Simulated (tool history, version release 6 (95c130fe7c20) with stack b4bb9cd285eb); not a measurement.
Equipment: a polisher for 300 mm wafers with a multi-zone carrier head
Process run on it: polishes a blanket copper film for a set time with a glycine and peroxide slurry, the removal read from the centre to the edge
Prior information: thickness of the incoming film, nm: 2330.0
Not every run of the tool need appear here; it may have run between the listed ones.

run    day  flow of slurry (ml/min)  pressure of the head's centre zone  pressure of the head's middle zone  pressure of the head's edge zone  polishing time (s)  film removed at the wafer's centre (Å)  film removed at mid-radius (Å)  film removed at the wafer's edge (Å)
  1      0                      190                                   1                                   1                                 1                  71                                  2875.7                          3013.5                                2942.4
  2  0.175                      190                                1.03                                   1                                 1                  71                                  2986.6                          2967.2                                2959.3
  3  0.433                      195                                1.03                                1.02                              0.98                  71                                  2979.1                          3059.7                                2903.8
  4  0.488                      195                                1.03                                1.02                              0.98                  84                                    3587                          3584.6                                3488.5
  5  0.662                      190                                1.02                                1.02                              0.94                  82                                    3390                          3519.7                                3333.8
  6  0.925                      185                                1.03                                1.02                              0.91                  80                                  3365.2                          3380.8                                3140.9
  7  1.071                      175                                1.02                                1.02                              0.89                  80                                  3286.9                          3343.5                                3151.6
  8  1.208                      175                                1.02                                1.03                              0.87                  79                                  3258.9                          3342.5                                3040.7
  9  1.396                      170                                1.01                                1.03                              0.86                  79                                  3154.3                          3297.7                                2974.5

What will run 10 give?
 10  1.579                      165                                1.01                                1.03                              0.85                  79                                       ?                               ?                                     ?

{"run 10": {"film removed at the wafer's centre (Å)": 3140.1, "film removed at mid-radius (Å)": 3291.6, "film removed at the wafer's edge (Å)": 2974.9}}

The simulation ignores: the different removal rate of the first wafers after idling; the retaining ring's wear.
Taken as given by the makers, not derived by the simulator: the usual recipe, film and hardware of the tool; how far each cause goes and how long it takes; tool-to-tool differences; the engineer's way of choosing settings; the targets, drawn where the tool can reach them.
